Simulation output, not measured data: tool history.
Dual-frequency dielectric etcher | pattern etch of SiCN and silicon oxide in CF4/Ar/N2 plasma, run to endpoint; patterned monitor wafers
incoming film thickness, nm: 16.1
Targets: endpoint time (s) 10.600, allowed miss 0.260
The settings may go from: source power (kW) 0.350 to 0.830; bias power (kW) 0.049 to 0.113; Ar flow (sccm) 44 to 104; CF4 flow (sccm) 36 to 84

| run | hour | source power (kW) | bias power (kW) | Ar flow (sccm) | CF4 flow (sccm) | endpoint time (s) |
|---|---|---|---|---|---|---|
| 1 | 0.0 | 0.590 | 0.081 | 74 | 60 | 14.618 |
| 2 | 5.6 | 0.590 | 0.081 | 74 | 66 | 14.525 |
| 3 | 14.1 | 0.630 | 0.082 | 74 | 66 | 13.461 |
| 4 | 16.1 | 0.630 | 0.082 | 74 | 73 | 13.231 |
| 5 | 19.6 | 0.630 | 0.082 | 74 | 67 | 13.485 |
| 6 | 23.1 | 0.630 | 0.082 | 74 | 71 | 13.251 |
| 7 | 25.7 | 0.660 | 0.082 | 74 | 71 | 12.676 |
| 8 | 30.5 | 0.680 | 0.082 | 74 | 71 | 12.262 |
| 9 | 33.3 | 0.700 | 0.082 | 74 | 71 | 11.918 |
| 10 | 40.6 | 0.710 | 0.082 | 74 | 71 | 11.714 |
| 11 | 47.5 | 0.720 | 0.082 | 74 | 71 | 11.595 |
| 12 | 51.6 | 0.730 | 0.082 | 74 | 71 | 11.444 |

5 next moves are on the table. One of them brings every result within its allowed miss. Which?
| A | 55.7 | 0.650 | 0.079 | 73 | 70 | ? |
| B | 55.7 | 0.630 | 0.080 | 67 | 81 | ? |
| C | 55.7 | 0.750 | 0.080 | 79 | 75 | ? |
| D | 55.7 | 0.610 | 0.095 | 68 | 84 | ? |
| E | 55.7 | 0.790 | 0.075 | 73 | 78 | ? |

| move | endpoint time (s) |
|---|---|
| A | 12.977 |
| B | 12.952 |
| C | 11.180 |
| D | 12.716 |
| E | 10.605 |
A: further off than the last run
B: further off than the last run
C: nearer than the last run, and not there yet
D: further off than the last run
E: meets every target
The right move is E.

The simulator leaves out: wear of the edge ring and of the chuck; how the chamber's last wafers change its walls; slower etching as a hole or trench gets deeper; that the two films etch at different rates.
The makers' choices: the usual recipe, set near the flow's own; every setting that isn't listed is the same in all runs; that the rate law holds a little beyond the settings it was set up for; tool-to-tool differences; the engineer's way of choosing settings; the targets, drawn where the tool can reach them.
